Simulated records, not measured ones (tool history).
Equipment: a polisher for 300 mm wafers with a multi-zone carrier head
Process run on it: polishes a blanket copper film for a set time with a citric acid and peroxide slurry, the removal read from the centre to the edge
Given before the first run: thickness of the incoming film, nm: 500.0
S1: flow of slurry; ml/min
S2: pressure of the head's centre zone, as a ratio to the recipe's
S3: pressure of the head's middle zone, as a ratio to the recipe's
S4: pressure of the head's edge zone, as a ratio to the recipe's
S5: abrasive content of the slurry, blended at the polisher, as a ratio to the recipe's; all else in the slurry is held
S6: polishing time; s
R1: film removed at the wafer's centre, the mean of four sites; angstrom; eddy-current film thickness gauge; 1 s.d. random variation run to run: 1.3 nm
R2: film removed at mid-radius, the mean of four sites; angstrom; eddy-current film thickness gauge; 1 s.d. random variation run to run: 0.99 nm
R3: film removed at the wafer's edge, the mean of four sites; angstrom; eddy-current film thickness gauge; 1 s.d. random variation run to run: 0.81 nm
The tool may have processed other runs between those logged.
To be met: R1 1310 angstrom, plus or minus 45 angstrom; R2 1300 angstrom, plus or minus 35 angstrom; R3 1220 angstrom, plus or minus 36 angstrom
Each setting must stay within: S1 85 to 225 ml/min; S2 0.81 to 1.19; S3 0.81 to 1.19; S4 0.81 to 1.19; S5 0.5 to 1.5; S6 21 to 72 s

run  hour   S1    S2    S3    S4    S5  S6      R1      R2      R3
  1     0  145     1     1     1     1  46  1420.2  1437.4  1376.1
  2   7.3  145     1  0.93     1     1  46  1425.3  1365.6  1398.3
  3  12.8  145     1  1.01     1     1  46  1425.5  1450.3  1380.9
  4  13.4  130     1     1  0.97  0.95  46  1362.9  1359.2  1331.8
  5  21.6  130     1  1.07  0.97  0.95  46  1364.6  1452.3  1338.6
  6  28.2  120  1.01  1.06  0.93  0.95  46  1344.1  1419.5  1283.8
  7  28.8   90  1.04     1  0.91  0.95  46  1270.7  1238.9  1188.2
  8  36.1   95  1.04     1  0.91  0.95  46    1283  1268.1  1212.4

Which of these 5 next moves meets every target?
  A  43.4   90  1.02  1.02  0.93  1.05  45   ?   ?   ?
  B  43.4  100  1.13  0.99  0.88  1.05  45   ?   ?   ?
  C  43.4   90  1.07  1.03  0.89   0.9  48   ?   ?   ?
  D  43.4   85  1.08  1.13  0.99   1.1  44   ?   ?   ?
  E  43.4  115  1.04  0.93  0.88   0.8  46   ?   ?   ?

move      R1      R2      R3
   A  1208.5  1252.7  1203.3
   B    1400  1273.3  1203.4
   C  1319.4    1312  1226.6
   D  1229.1  1298.5    1202
   E  1324.6  1246.8  1214.1
A: misses by more than the last run did
B: meets the target for the result that was furthest off, but another lies outside its allowed miss
C: all results in spec
D: meets the target for the result that was furthest off, but another lies outside its allowed miss
E: misses by more than the last run did
Move C is the one to make.

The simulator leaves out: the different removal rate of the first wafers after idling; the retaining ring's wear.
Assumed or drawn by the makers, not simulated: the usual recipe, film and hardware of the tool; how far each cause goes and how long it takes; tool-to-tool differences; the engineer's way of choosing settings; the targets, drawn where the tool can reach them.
